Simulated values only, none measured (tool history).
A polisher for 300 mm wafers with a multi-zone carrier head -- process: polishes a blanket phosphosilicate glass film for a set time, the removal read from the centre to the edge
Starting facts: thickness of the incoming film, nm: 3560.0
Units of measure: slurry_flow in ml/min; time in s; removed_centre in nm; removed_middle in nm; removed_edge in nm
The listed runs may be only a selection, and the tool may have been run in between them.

run 1 day=0.000 | slurry_flow=130 centre_zone=1.00 middle_zone=1.00 edge_zone=1.00 slurry_solids=1.00 time=64 | removed_centre=527.85 removed_middle=519.77 removed_edge=519.56
run 2 day=0.096 | slurry_flow=130 centre_zone=1.00 middle_zone=1.00 edge_zone=1.00 slurry_solids=1.15 time=64 | removed_centre=574.53 removed_middle=573.20 removed_edge=572.24
run 3 day=0.471 | slurry_flow=140 centre_zone=1.01 middle_zone=1.03 edge_zone=1.03 slurry_solids=1.20 time=64 | removed_centre=597.09 removed_middle=606.37 removed_edge=590.58
run 4 day=0.717 | slurry_flow=140 centre_zone=1.01 middle_zone=1.03 edge_zone=1.03 slurry_solids=1.20 time=69 | removed_centre=646.53 removed_middle=654.91 removed_edge=650.86
run 5 day=0.846 | slurry_flow=140 centre_zone=1.07 middle_zone=1.03 edge_zone=1.03 slurry_solids=1.20 time=69 | removed_centre=688.82 removed_middle=650.80 removed_edge=649.05
run 6 day=1.067 | slurry_flow=160 centre_zone=1.07 middle_zone=1.03 edge_zone=1.03 slurry_solids=1.20 time=69 | removed_centre=700.03 removed_middle=671.08 removed_edge=655.91
run 7 day=1.242 | slurry_flow=165 centre_zone=1.06 middle_zone=1.06 edge_zone=1.05 slurry_solids=1.25 time=69 | removed_centre=712.80 removed_middle=696.65 removed_edge=690.60
run 8 day=1.325 | slurry_flow=170 centre_zone=1.05 middle_zone=1.09 edge_zone=1.05 slurry_solids=1.30 time=69 | removed_centre=735.64 removed_middle=743.02 removed_edge=699.32

For run 9, what comes out?
run 9 day=1.446 | slurry_flow=190 centre_zone=0.97 middle_zone=1.16 edge_zone=1.15 slurry_solids=1.40 time=69 | removed_centre=? removed_middle=? removed_edge=?

{"run 9": {"removed_centre": 703.78, "removed_middle": 803.44, "removed_edge": 765.45}}
